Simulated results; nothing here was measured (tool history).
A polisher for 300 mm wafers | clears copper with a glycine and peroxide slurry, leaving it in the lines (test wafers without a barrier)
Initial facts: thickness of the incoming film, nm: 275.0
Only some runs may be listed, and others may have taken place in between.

| run | hour | flow of slurry (ml/min) | pressure of the wafer on the pad (kPa) | speed of the pad under the wafer (cm/s) | overpolish time after the end point (s) | time until the end point was called (s) | dishing of a wide line in a test structure (Å) |
|---|---|---|---|---|---|---|---|
| 1 | 0 | 245 | 11.7 | 98 | 12 | 71.423 | 362.28 |
| 2 | 6.6 | 245 | 11.7 | 98 | 7 | 69.541 | 214.08 |
| 3 | 14.8 | 205 | 11.7 | 98 | 7 | 71.587 | 205.32 |
| 4 | 16.8 | 195 | 11 | 98 | 7 | 72.736 | 200.15 |
|  | 18.1 | head pressure recalibrated |
| 5 | 18.1 | 195 | 11 | 80 | 7 | 90.875 | 163.16 |
| 6 | 24.2 | 190 | 10.3 | 82 | 7 | 89.8 | 161.75 |
| 7 | 28.8 | 185 | 9.7 | 84 | 7 | 94.507 | 156.87 |
| 8 | 33.7 | 180 | 9.7 | 82 | 7 | 98.045 | 149.84 |
| 9 | 34.3 | 145 | 8.3 | 86 | 4 | 106.78 | 84.783 |
| 10 | 36 | 145 | 8.3 | 86 | 4 | 106.43 | 83.426 |

What does the tool deliver on the next run?
| 11 | 39.1 | 145 | 8.3 | 88 | 4 | ? | ? |

time until the end point was called (s): 102.92
dishing of a wide line in a test structure (Å): 85.2
